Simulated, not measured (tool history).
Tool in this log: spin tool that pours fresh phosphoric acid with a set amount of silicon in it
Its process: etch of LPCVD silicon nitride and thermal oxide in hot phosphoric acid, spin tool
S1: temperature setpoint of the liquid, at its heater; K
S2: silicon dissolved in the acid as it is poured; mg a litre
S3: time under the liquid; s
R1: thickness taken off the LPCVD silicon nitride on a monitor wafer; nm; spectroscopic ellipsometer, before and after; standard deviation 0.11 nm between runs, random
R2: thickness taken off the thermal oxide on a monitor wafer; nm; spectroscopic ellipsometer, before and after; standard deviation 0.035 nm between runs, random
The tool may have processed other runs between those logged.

Run 1, day 0.000: S1 437.15 K, S2 19.0 mg a litre, S3 165 s. Result: R1 16.708 nm, R2 0.34336 nm.
Run 2, day 0.371: S1 438.65 K, S2 19.0 mg a litre, S3 165 s. Result: R1 17.697 nm, R2 0.34652 nm.
Run 3, day 0.612: S1 438.65 K, S2 13.0 mg a litre, S3 165 s. Result: R1 17.647 nm, R2 0.49516 nm.
Run 4, day 0.929: S1 437.65 K, S2 13.0 mg a litre, S3 165 s. Result: R1 17.089 nm, R2 0.43693 nm.
Run 5, day 1.054: S1 438.15 K, S2 14.5 mg a litre, S3 175 s. Result: R1 18.398 nm, R2 0.44115 nm.
Run 6, day 1.167: S1 438.65 K, S2 15.0 mg a litre, S3 180 s. Result: R1 19.171 nm, R2 0.49911 nm.
Run 7, day 1.362: S1 439.15 K, S2 17.0 mg a litre, S3 185 s. Result: R1 20.005 nm, R2 0.46042 nm.
Run 8, day 1.575: S1 439.65 K, S2 17.5 mg a litre, S3 190 s. Result: R1 21.119 nm, R2 0.54164 nm.

Forecast run 9:
Run 9, day 1.792: S1 440.15 K, S2 19.0 mg a litre, S3 195 s. Result: R1 ?, R2 ?.

{"run 9": {"R1": 21.897, "R2": 0.53503}}
